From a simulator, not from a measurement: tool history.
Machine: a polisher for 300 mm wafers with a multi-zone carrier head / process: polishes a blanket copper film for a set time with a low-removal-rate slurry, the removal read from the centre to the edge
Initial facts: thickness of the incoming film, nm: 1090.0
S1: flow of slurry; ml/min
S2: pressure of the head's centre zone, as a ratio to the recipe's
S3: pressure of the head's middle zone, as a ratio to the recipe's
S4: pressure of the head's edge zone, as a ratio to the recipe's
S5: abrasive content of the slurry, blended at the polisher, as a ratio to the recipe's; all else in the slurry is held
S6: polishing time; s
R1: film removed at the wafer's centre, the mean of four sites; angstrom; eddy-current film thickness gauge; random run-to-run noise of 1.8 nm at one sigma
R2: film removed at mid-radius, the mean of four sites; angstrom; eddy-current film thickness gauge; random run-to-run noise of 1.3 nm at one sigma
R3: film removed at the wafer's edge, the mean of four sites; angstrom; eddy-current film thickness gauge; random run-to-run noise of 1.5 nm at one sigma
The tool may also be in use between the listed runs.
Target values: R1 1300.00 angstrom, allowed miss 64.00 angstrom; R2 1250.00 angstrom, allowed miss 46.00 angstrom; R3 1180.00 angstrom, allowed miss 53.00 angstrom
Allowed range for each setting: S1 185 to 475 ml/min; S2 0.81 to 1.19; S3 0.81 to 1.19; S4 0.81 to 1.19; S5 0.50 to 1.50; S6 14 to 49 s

| run | hour | S1 | S2 | S3 | S4 | S5 | S6 | R1 | R2 | R3 |
|---|---|---|---|---|---|---|---|---|---|---|
| 1 | 0.0 | 305 | 1.00 | 1.00 | 1.00 | 1.00 | 31 | 1036.60 | 1046.90 | 1058.90 |
| 2 | 3.0 | 305 | 0.92 | 1.00 | 1.00 | 1.00 | 31 | 953.83 | 1052.80 | 1061.80 |
| 3 | 10.1 | 310 | 0.98 | 1.03 | 1.01 | 1.10 | 31 | 1069.70 | 1080.00 | 1075.20 |
| 4 | 11.6 | 310 | 0.98 | 1.03 | 1.04 | 1.10 | 31 | 1041.50 | 1073.20 | 1091.60 |
| 5 | 12.3 | 310 | 0.98 | 1.03 | 1.04 | 1.10 | 27 | 917.05 | 953.94 | 968.06 |
| 6 | 17.8 | 315 | 1.00 | 1.06 | 1.04 | 1.20 | 29 | 1028.70 | 1040.30 | 1066.20 |
| 7 | 19.7 | 320 | 1.02 | 1.10 | 1.01 | 1.25 | 30 | 1075.30 | 1124.50 | 1092.80 |
| 8 | 27.2 | 325 | 1.06 | 1.12 | 1.00 | 1.30 | 30 | 1171.60 | 1163.10 | 1060.60 |
| 9 | 32.2 | 325 | 1.07 | 1.13 | 1.02 | 1.35 | 30 | 1152.10 | 1181.10 | 1097.00 |
| 10 | 33.9 | 330 | 1.09 | 1.13 | 1.03 | 1.40 | 30 | 1197.90 | 1190.80 | 1119.50 |
| 11 | 41.5 | 335 | 1.11 | 1.13 | 1.04 | 1.45 | 30 | 1231.00 | 1200.70 | 1131.30 |
| 12 | 43.2 | 340 | 1.12 | 1.13 | 1.05 | 1.45 | 30 | 1220.90 | 1196.90 | 1111.80 |

Exercise: of the 5 proposed moves below, exactly one satisfies all targets within the stated allowed misses. Which move is it?
| A | 44.9 | 400 | 1.07 | 1.18 | 0.98 | 1.15 | 34 | ? | ? | ? |
| B | 44.9 | 340 | 0.93 | 1.17 | 1.14 | 1.50 | 33 | ? | ? | ? |
| C | 44.9 | 345 | 1.01 | 1.14 | 1.05 | 1.45 | 31 | ? | ? | ? |
| D | 44.9 | 475 | 1.13 | 1.14 | 1.16 | 1.50 | 30 | ? | ? | ? |
| E | 44.9 | 300 | 1.18 | 1.19 | 1.03 | 1.45 | 29 | ? | ? | ? |

| move | R1 | R2 | R3 |
|---|---|---|---|
| A | 1297.40 | 1323.60 | 1202.10 |
| B | 1142.90 | 1337.00 | 1285.90 |
| C | 1159.40 | 1225.10 | 1167.80 |
| D | 1290.00 | 1214.50 | 1193.50 |
| E | 1257.30 | 1170.50 | 1078.20 |
A: gets the furthest-off result to its target, but another result is out of tolerance
B: carries the result that was furthest off beyond its target, to the other side
C: gets the furthest-off result to its target, but another result is out of tolerance
D: in spec on every target
E: moves away from the targets compared with the last run
Go with D: it meets all targets.

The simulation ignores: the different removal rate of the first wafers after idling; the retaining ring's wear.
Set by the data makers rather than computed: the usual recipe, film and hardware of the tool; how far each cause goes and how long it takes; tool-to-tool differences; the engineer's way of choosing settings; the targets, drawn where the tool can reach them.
